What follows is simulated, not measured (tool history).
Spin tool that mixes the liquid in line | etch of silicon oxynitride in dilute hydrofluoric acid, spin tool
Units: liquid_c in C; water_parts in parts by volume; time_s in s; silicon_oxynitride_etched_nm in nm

run  hour  liquid_c  water_parts  time_s  silicon_oxynitride_etched_nm
  1     0        21          205     275                        3.4515
  2   1.1        23          195     275                        4.0165
  3   2.1        23          195     275                        3.9798
  4     5        23          225     275                        3.3984
  5   6.1      26.5          225     275                        3.8715
  6   7.6        27          210     275                        4.3286
  7    16      27.5          200     275                        4.7969
  8    21        28          195     275                        5.0352

Run 9 comes next. What will it give?
  9    28        28          190     275                             ?

Run 9 gave silicon_oxynitride_etched_nm 5.221 nm.
